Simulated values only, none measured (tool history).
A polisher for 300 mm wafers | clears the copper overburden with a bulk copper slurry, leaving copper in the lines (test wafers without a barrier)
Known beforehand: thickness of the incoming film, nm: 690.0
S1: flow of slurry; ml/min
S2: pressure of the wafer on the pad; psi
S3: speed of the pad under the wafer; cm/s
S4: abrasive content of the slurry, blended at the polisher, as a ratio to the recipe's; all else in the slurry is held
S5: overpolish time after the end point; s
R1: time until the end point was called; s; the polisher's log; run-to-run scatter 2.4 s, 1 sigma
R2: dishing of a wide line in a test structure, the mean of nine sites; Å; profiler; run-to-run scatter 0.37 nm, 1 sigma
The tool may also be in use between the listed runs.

run 1 day=0 | S1=310 S2=1.6 S3=86 S4=1 S5=13 | R1=137.07 R2=394.82
run 2 day=0.212 | S1=370 S2=1.6 S3=86 S4=1 S5=13 | R1=130.75 R2=399.66
run 3 day=0.579 | S1=355 S2=1.5 S3=86 S4=1 S5=14 | R1=141.86 R2=405.15
run 4 day=0.8 | S1=355 S2=1.5 S3=102 S4=1 S5=14 | R1=129.19 R2=428.39
run 5 day=0.975 | S1=295 S2=1.5 S3=102 S4=1 S5=14 | R1=127.07 R2=425.04
run 6 day=1.042 | S1=295 S2=1.4 S3=100 S4=1 S5=15 | R1=140.36 R2=423.33
run 7 day=1.35 | S1=295 S2=1.3 S3=100 S4=1 S5=15 | R1=150.93 R2=401.18
run 8 day=1.675 | S1=295 S2=1.2 S3=100 S4=1 S5=15 | R1=159.68 R2=377.27
run 9 day=1.717 | S1=295 S2=1.1 S3=100 S4=1 S5=15 | R1=173.58 R2=345.84
run 10 day=1.875 | S1=295 S2=1 S3=98 S4=1 S5=16 | R1=190.53 R2=335.07
run 11 day=1.983 | S1=295 S2=1 S3=98 S4=1 S5=16 | R1=193.87 R2=334.25
run 12 day=2.004 | S1=295 S2=1 S3=98 S4=1 S5=16 | R1=193.82 R2=336.79

For run 13, what comes out?
run 13 day=2.088 | S1=295 S2=1 S3=98 S4=1 S5=17 | R1=? R2=?

{"run 13": {"R1": 190.66, "R2": 346.11}}
